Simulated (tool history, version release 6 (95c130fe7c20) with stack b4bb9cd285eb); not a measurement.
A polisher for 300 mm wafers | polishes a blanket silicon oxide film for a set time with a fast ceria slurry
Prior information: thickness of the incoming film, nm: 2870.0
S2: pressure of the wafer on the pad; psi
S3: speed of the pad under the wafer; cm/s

Run 1, hour 0.0: flow of slurry (ml/min) 215, S2 1.9 psi, S3 122 cm/s, polishing time (s) 76. Result: film removed (angstrom) 10253.0.
Run 2, hour 8.9: flow of slurry (ml/min) 215, S2 1.9 psi, S3 122 cm/s, polishing time (s) 80. Result: film removed (angstrom) 11023.0.
Run 3, hour 17.4: flow of slurry (ml/min) 215, S2 2.0 psi, S3 122 cm/s, polishing time (s) 80. Result: film removed (angstrom) 11372.0.
Run 4, hour 25.4: flow of slurry (ml/min) 215, S2 1.8 psi, S3 122 cm/s, polishing time (s) 80. Result: film removed (angstrom) 10313.0.
Run 5, hour 28.4: flow of slurry (ml/min) 190, S2 1.8 psi, S3 122 cm/s, polishing time (s) 80. Result: film removed (angstrom) 10414.0.
Run 6, hour 29.6: flow of slurry (ml/min) 190, S2 1.8 psi, S3 106 cm/s, polishing time (s) 80. Result: film removed (angstrom) 8972.1.
Run 7, hour 37.8: flow of slurry (ml/min) 190, S2 2.0 psi, S3 106 cm/s, polishing time (s) 80. Result: film removed (angstrom) 9731.9.
Run 8, hour 39.4: flow of slurry (ml/min) 190, S2 2.2 psi, S3 106 cm/s, polishing time (s) 80. Result: film removed (angstrom) 10659.0.

Run 9 comes next. What will it give?
Run 9, hour 40.3: flow of slurry (ml/min) 190, S2 2.3 psi, S3 106 cm/s, polishing time (s) 80. Result: film removed (angstrom) ?.

Run 9 produced film removed (angstrom) 10858.0.
